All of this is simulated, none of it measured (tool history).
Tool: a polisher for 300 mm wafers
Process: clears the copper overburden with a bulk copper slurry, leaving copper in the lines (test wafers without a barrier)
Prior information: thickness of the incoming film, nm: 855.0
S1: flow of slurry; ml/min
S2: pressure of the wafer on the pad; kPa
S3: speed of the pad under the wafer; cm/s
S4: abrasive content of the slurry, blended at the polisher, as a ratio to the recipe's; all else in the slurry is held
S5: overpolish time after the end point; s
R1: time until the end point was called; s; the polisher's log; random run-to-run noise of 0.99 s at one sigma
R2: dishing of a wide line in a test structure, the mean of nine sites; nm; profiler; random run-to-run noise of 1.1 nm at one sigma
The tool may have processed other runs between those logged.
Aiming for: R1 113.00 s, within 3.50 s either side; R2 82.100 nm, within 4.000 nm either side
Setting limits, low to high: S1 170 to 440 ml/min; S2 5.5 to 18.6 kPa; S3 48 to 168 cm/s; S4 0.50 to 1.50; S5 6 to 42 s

| run | day | S1 | S2 | S3 | S4 | S5 | R1 | R2 |
|---|---|---|---|---|---|---|---|---|
| 1 | 0.000 | 280 | 11.7 | 108 | 1.00 | 21 | 146.16 | 62.051 |
| 2 | 0.192 | 280 | 11.7 | 108 | 1.15 | 21 | 142.09 | 65.597 |
| 3 | 0.267 | 325 | 11.7 | 108 | 1.15 | 21 | 137.02 | 64.155 |
| 4 | 0.308 | 330 | 11.7 | 108 | 1.15 | 22 | 138.21 | 68.302 |
| 5 | 0.396 | 330 | 13.1 | 108 | 1.15 | 22 | 124.59 | 72.604 |
| 6 | 0.633 | 330 | 13.1 | 108 | 1.15 | 31 | 126.32 | 88.295 |
| 7 | 0.742 | 335 | 13.1 | 108 | 1.15 | 30 | 123.69 | 85.617 |
| 8 | 0.896 | 340 | 13.1 | 108 | 1.15 | 29 | 122.33 | 83.739 |
| 9 | 1.125 | 350 | 13.1 | 108 | 1.15 | 29 | 120.90 | 82.570 |
| 10 | 1.183 | 350 | 13.1 | 108 | 1.15 | 29 | 122.89 | 85.868 |

Exercise: of the 5 proposed moves below, exactly one satisfies all targets within the stated allowed misses. Which move is it?
| A | 1.242 | 355 | 11.7 | 128 | 1.30 | 27 | ? | ? |
| B | 1.242 | 380 | 13.1 | 102 | 1.25 | 26 | ? | ? |
| C | 1.242 | 340 | 11.7 | 108 | 1.20 | 29 | ? | ? |
| D | 1.242 | 250 | 11.7 | 132 | 1.30 | 35 | ? | ? |
| E | 1.242 | 405 | 10.3 | 128 | 1.05 | 33 | ? | ? |

| move | R1 | R2 |
|---|---|---|
| A | 114.58 | 81.634 |
| B | 126.10 | 78.743 |
| C | 136.56 | 77.733 |
| D | 115.46 | 90.265 |
| E | 136.44 | 79.586 |
A: hits every target within its allowed miss
B: the biggest miss grows against the last run
C: the biggest miss grows against the last run
D: the worst result of the last run now meets its target, but another is out of spec
E: the biggest miss grows against the last run
Correct choice: A, which meets every target

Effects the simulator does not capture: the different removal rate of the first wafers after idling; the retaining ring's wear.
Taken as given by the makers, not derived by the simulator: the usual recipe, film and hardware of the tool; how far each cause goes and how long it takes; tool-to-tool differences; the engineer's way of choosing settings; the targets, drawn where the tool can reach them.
